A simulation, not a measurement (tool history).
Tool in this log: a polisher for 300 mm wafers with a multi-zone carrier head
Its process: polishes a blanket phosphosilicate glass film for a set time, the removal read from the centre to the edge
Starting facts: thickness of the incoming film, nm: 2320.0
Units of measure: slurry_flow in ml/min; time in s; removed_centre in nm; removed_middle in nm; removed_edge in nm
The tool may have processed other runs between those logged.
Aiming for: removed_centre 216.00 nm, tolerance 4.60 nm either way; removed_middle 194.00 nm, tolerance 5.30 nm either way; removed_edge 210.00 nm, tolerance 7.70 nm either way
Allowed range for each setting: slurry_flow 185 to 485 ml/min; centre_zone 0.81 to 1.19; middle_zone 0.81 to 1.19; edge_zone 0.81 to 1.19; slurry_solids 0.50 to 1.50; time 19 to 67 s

run 1 day=0.000 | slurry_flow=310 centre_zone=1.00 middle_zone=1.00 edge_zone=1.00 slurry_solids=1.00 time=43 | removed_centre=261.31 removed_middle=247.55 removed_edge=233.47
run 2 day=0.371 | slurry_flow=295 centre_zone=0.97 middle_zone=0.95 edge_zone=0.98 slurry_solids=0.95 time=43 | removed_centre=249.99 removed_middle=227.35 removed_edge=228.13
run 3 day=0.396 | slurry_flow=285 centre_zone=0.94 middle_zone=0.93 edge_zone=0.95 slurry_solids=0.90 time=43 | removed_centre=235.33 removed_middle=220.17 removed_edge=221.11
run 4 day=0.629 | slurry_flow=275 centre_zone=0.93 middle_zone=0.90 edge_zone=0.94 slurry_solids=0.90 time=43 | removed_centre=230.57 removed_middle=214.21 removed_edge=215.97
run 5 day=0.879 | slurry_flow=265 centre_zone=0.92 middle_zone=0.87 edge_zone=0.94 slurry_solids=0.90 time=43 | removed_centre=229.88 removed_middle=206.17 removed_edge=219.16
run 6 day=1.050 | slurry_flow=255 centre_zone=0.91 middle_zone=0.86 edge_zone=0.93 slurry_solids=0.90 time=43 | removed_centre=226.14 removed_middle=203.01 removed_edge=214.42
-- day=1.296 centre zone pressure recalibrated
run 7 day=1.296 | slurry_flow=245 centre_zone=0.90 middle_zone=0.85 edge_zone=0.93 slurry_solids=0.90 time=43 | removed_centre=205.28 removed_middle=202.28 removed_edge=216.74
run 8 day=1.362 | slurry_flow=255 centre_zone=0.90 middle_zone=0.84 edge_zone=0.92 slurry_solids=0.90 time=43 | removed_centre=204.54 removed_middle=201.69 removed_edge=217.33
run 9 day=1.525 | slurry_flow=245 centre_zone=0.91 middle_zone=0.84 edge_zone=0.92 slurry_solids=0.90 time=43 | removed_centre=205.58 removed_middle=197.17 removed_edge=215.36
run 10 day=1.775 | slurry_flow=255 centre_zone=0.92 middle_zone=0.84 edge_zone=0.91 slurry_solids=0.90 time=43 | removed_centre=209.19 removed_middle=199.44 removed_edge=215.71
run 11 day=2.088 | slurry_flow=265 centre_zone=0.94 middle_zone=0.84 edge_zone=0.91 slurry_solids=0.85 time=43 | removed_centre=211.44 removed_middle=198.22 removed_edge=215.54

4 next moves are on the table. One of them brings every result within its allowed miss. Which?
run A day=2.400 | slurry_flow=265 centre_zone=0.87 middle_zone=0.83 edge_zone=0.82 slurry_solids=0.70 time=49 | removed_centre=? removed_middle=? removed_edge=?
run B day=2.400 | slurry_flow=290 centre_zone=1.00 middle_zone=0.82 edge_zone=1.11 slurry_solids=0.85 time=42 | removed_centre=? removed_middle=? removed_edge=?
run C day=2.400 | slurry_flow=205 centre_zone=1.01 middle_zone=0.87 edge_zone=0.97 slurry_solids=0.70 time=45 | removed_centre=? removed_middle=? removed_edge=?
run D day=2.400 | slurry_flow=225 centre_zone=0.91 middle_zone=0.81 edge_zone=0.99 slurry_solids=0.80 time=45 | removed_centre=? removed_middle=? removed_edge=?

move=A removed_centre=206.62 removed_middle=206.55 removed_edge=214.99
move=B removed_centre=219.84 removed_middle=188.75 removed_edge=228.83
move=C removed_centre=215.08 removed_middle=192.51 removed_edge=209.42
move=D removed_centre=204.74 removed_middle=191.97 removed_edge=223.20
A: the biggest miss grows against the last run
B: puts the biggest miss on target and leaves a different result outside tolerance
C: every result lands within tolerance
D: the biggest miss grows against the last run
C is the move that brings every result within its allowed miss.
